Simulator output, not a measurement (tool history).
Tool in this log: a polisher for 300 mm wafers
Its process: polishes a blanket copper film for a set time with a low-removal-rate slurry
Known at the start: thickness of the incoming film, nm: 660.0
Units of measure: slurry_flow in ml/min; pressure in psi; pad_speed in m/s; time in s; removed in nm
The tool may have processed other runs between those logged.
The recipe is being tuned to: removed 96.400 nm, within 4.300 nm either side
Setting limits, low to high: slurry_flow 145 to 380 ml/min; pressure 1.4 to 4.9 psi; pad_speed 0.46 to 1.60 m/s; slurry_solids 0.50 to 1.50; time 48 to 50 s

run 1 day=0.000 | slurry_flow=245 pressure=3.1 pad_speed=1.02 slurry_solids=1.00 time=48 | removed=157.370
run 2 day=0.233 | slurry_flow=245 pressure=3.1 pad_speed=0.90 slurry_solids=1.00 time=48 | removed=139.530
run 3 day=0.354 | slurry_flow=245 pressure=3.7 pad_speed=0.90 slurry_solids=1.00 time=48 | removed=163.890
run 4 day=0.433 | slurry_flow=245 pressure=3.2 pad_speed=0.88 slurry_solids=1.00 time=48 | removed=140.810
run 5 day=0.588 | slurry_flow=245 pressure=3.2 pad_speed=1.00 slurry_solids=1.00 time=48 | removed=157.350
run 6 day=0.896 | slurry_flow=245 pressure=3.2 pad_speed=0.76 slurry_solids=1.00 time=48 | removed=123.190
run 7 day=1.221 | slurry_flow=245 pressure=3.0 pad_speed=0.76 slurry_solids=1.00 time=48 | removed=116.410
run 8 day=1.492 | slurry_flow=245 pressure=2.3 pad_speed=0.74 slurry_solids=1.00 time=48 | removed=85.903
run 9 day=1.608 | slurry_flow=245 pressure=2.4 pad_speed=0.74 slurry_solids=1.00 time=48 | removed=88.829

Which one of the following 5 next-run settings gets every result inside its allowed miss? There is exactly one.
run A day=1.725 | slurry_flow=200 pressure=2.5 pad_speed=0.88 slurry_solids=0.90 time=50 | removed=?
run B day=1.725 | slurry_flow=280 pressure=2.7 pad_speed=0.68 slurry_solids=1.05 time=48 | removed=?
run C day=1.725 | slurry_flow=340 pressure=3.1 pad_speed=0.64 slurry_solids=0.85 time=50 | removed=?
run D day=1.725 | slurry_flow=240 pressure=2.6 pad_speed=0.64 slurry_solids=1.00 time=50 | removed=?
run E day=1.725 | slurry_flow=210 pressure=2.3 pad_speed=0.78 slurry_solids=0.95 time=48 | removed=?

move=A removed=110.940
move=B removed=96.804
move=C removed=104.800
move=D removed=89.677
move=E removed=89.496
A: carries the result that was furthest off beyond its target, to the other side
B: in spec on every target
C: carries the result that was furthest off beyond its target, to the other side
D: gains on the last run, yet a result remains outside its allowed miss
E: gains on the last run, yet a result remains outside its allowed miss
The move that meets every target is B.

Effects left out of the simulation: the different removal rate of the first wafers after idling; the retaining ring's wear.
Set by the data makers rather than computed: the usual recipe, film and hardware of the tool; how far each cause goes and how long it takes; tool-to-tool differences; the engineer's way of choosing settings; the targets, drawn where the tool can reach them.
